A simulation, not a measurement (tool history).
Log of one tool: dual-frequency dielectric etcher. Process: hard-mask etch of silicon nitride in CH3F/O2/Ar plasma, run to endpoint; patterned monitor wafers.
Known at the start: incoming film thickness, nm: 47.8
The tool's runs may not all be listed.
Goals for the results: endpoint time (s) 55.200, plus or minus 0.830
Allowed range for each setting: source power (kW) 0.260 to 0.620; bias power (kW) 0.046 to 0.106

run,hour,source power (kW),bias power (kW),endpoint time (s)
1,0.0,0.440,0.076,66.688
2,1.1,0.440,0.087,62.467
3,8.8,0.390,0.087,64.577
4,13.5,0.430,0.088,62.555
5,21.0,0.460,0.089,60.661
6,23.2,0.480,0.089,60.029
7,24.9,0.500,0.089,59.542
# hour 32.3: bias power generator calibrated
8,32.3,0.520,0.090,57.597
9,37.3,0.530,0.090,57.146
10,41.8,0.540,0.090,56.800
11,49.8,0.540,0.090,56.573
12,50.4,0.550,0.090,56.611
13,53.4,0.560,0.090,56.479

Which one of the following 5 next-run settings gets every result inside its allowed miss? There is exactly one.
A,56.4,0.500,0.093,?
B,56.4,0.610,0.088,?
C,56.4,0.570,0.086,?
D,56.4,0.620,0.081,?
E,56.4,0.550,0.083,?

move,endpoint time (s)
A,57.440
B,55.551
C,57.324
D,57.466
E,58.924
A: its largest miss is bigger than the last run's
B: hits every target within its allowed miss
C: its largest miss is bigger than the last run's
D: its largest miss is bigger than the last run's
E: its largest miss is bigger than the last run's
So the answer is move B, the one that meets all the targets.
